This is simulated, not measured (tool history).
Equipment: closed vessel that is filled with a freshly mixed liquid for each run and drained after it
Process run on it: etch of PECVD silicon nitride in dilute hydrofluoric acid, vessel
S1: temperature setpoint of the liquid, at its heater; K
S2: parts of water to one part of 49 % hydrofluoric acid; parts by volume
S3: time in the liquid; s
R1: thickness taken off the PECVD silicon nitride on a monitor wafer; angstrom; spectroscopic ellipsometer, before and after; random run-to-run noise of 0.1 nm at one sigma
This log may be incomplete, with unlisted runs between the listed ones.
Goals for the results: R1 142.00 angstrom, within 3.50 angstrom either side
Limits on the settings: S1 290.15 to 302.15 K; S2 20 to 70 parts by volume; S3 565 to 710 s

run  hour      S1  S2   S3      R1
  1   0.0  294.15  40  710  275.47
  2   2.8  292.65  45  710  224.85
  3   4.9  291.65  50  710  190.39
  4   9.7  290.15  50  710  170.36
  5  16.7  290.15  55  710  153.29
  6  25.0  292.65  55  710  185.38
  7  31.4  291.65  55  710  172.10
  8  32.4  291.15  55  710  167.79
  9  36.9  290.65  55  710  162.85

Next run, 4 choices. One meets every target within its allowed miss, the rest don't. Which?
  A  41.4  290.65  60  600   ?
  B  41.4  293.15  55  695   ?
  C  41.4  291.15  60  655   ?
  D  41.4  294.15  50  635   ?

move      R1
   A  123.58
   B  185.53
   C  139.74
   D  199.32
A: takes the result that was furthest off past its target
B: its largest miss is bigger than the last run's
C: every result within its allowed miss
D: its largest miss is bigger than the last run's
C meets every target.
